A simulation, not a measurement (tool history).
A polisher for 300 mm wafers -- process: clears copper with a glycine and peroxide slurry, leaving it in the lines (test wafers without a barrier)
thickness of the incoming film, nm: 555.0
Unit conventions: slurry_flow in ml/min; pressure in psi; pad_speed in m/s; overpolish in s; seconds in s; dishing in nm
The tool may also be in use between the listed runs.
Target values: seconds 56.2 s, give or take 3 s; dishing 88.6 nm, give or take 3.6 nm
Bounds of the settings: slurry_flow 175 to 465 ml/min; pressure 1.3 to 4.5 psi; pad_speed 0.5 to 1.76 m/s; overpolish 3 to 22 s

{"run": 1, "hour": 0.0, "slurry_flow": 295, "pressure": 2.9, "pad_speed": 1.12, "overpolish": 11, "seconds": 86.838, "dishing": 45.816}
{"run": 2, "hour": 1.5, "slurry_flow": 295, "pressure": 3.2, "pad_speed": 1.16, "overpolish": 12, "seconds": 77.442, "dishing": 54.584}
{"run": 3, "hour": 2.6, "slurry_flow": 295, "pressure": 3.2, "pad_speed": 1.16, "overpolish": 8, "seconds": 80.415, "dishing": 39.271}
{"run": 4, "hour": 10.4, "slurry_flow": 295, "pressure": 3.2, "pad_speed": 1.24, "overpolish": 10, "seconds": 74.493, "dishing": 49.015}
{"run": 5, "hour": 18.8, "slurry_flow": 295, "pressure": 3.8, "pad_speed": 1.24, "overpolish": 10, "seconds": 65.784, "dishing": 56.38}
{"run": 6, "hour": 24.4, "slurry_flow": 350, "pressure": 3.8, "pad_speed": 1.24, "overpolish": 10, "seconds": 61.411, "dishing": 57.661}
{"run": 7, "hour": 33.2, "slurry_flow": 325, "pressure": 3.9, "pad_speed": 1.26, "overpolish": 11, "seconds": 60.653, "dishing": 62.821}
{"run": 8, "hour": 39.7, "slurry_flow": 305, "pressure": 4, "pad_speed": 1.28, "overpolish": 12, "seconds": 59.205, "dishing": 68.213}
{"run": 9, "hour": 45.9, "slurry_flow": 300, "pressure": 4.1, "pad_speed": 1.28, "overpolish": 13, "seconds": 57.569, "dishing": 72.771}
{"run": 10, "hour": 52.0, "slurry_flow": 305, "pressure": 4.1, "pad_speed": 1.28, "overpolish": 14, "seconds": 59.282, "dishing": 76.722}
{"run": 11, "hour": 56.9, "slurry_flow": 310, "pressure": 4.1, "pad_speed": 1.28, "overpolish": 14, "seconds": 57.186, "dishing": 76.112}
{"run": 12, "hour": 58.8, "slurry_flow": 305, "pressure": 4.1, "pad_speed": 1.28, "overpolish": 15, "seconds": 56.991, "dishing": 80.091}

Below are 4 possible settings for the next run. Only one of them brings all results inside the allowed miss of their targets. Which is it?
{"run": "A", "hour": 60.7, "slurry_flow": 280, "pressure": 4.4, "pad_speed": 1.22, "overpolish": 17, "seconds": "?", "dishing": "?"}
{"run": "B", "hour": 60.7, "slurry_flow": 315, "pressure": 4, "pad_speed": 1.28, "overpolish": 14, "seconds": "?", "dishing": "?"}
{"run": "C", "hour": 60.7, "slurry_flow": 325, "pressure": 4.3, "pad_speed": 1.52, "overpolish": 13, "seconds": "?", "dishing": "?"}
{"run": "D", "hour": 60.7, "slurry_flow": 275, "pressure": 4, "pad_speed": 1.34, "overpolish": 15, "seconds": "?", "dishing": "?"}

move=A seconds=55.187 dishing=89.149
move=B seconds=56.964 dishing=76.342
move=C seconds=45.528 dishing=84.353
move=D seconds=55.358 dishing=81.346
A: meets every target
B: the biggest miss grows against the last run
C: the biggest miss grows against the last run
D: closer than the last run, but not yet in spec
Go with A: it meets all targets.
